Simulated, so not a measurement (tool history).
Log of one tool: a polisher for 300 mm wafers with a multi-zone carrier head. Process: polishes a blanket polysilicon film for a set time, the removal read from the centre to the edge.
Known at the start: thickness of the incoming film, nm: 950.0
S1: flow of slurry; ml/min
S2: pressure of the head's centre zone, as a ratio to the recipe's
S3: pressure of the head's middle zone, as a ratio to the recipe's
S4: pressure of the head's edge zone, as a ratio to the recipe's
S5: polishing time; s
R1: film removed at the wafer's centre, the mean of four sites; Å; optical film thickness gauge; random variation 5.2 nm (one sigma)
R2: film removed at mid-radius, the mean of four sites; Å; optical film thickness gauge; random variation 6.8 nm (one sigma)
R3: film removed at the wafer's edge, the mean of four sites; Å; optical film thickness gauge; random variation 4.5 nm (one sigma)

{"run": 1, "hour": 0.0, "S1": 230, "S2": 1.0, "S3": 1.0, "S4": 1.0, "S5": 46, "R1": 2790.3, "R2": 2680.5, "R3": 2709.2}
{"run": 2, "hour": 2.1, "S1": 230, "S2": 1.0, "S3": 1.0, "S4": 1.0, "S5": 57, "R1": 3353.8, "R2": 3329.2, "R3": 3264.2}
{"run": 3, "hour": 2.9, "S1": 195, "S2": 1.0, "S3": 1.0, "S4": 1.0, "S5": 57, "R1": 3359.3, "R2": 3216.6, "R3": 3295.5}
{"run": 4, "hour": 9.0, "S1": 195, "S2": 0.92, "S3": 1.0, "S4": 1.0, "S5": 57, "R1": 3068.2, "R2": 3347.0, "R3": 3322.6}
{"run": 5, "hour": 12.6, "S1": 195, "S2": 0.92, "S3": 1.0, "S4": 1.0, "S5": 52, "R1": 2777.2, "R2": 2960.3, "R3": 3073.0}
{"run": 6, "hour": 17.9, "S1": 195, "S2": 0.92, "S3": 1.01, "S4": 1.01, "S5": 55, "R1": 2892.5, "R2": 3083.0, "R3": 3199.6}

The next listed run, before its measurement:
{"run": 7, "hour": 19.4, "S1": 235, "S2": 0.87, "S3": 1.11, "S4": 1.0, "S5": 68, "R1": "?", "R2": "?", "R3": "?"}

{"run 7": {"R1": 3593.9, "R2": 4240.4, "R3": 4042.3}}

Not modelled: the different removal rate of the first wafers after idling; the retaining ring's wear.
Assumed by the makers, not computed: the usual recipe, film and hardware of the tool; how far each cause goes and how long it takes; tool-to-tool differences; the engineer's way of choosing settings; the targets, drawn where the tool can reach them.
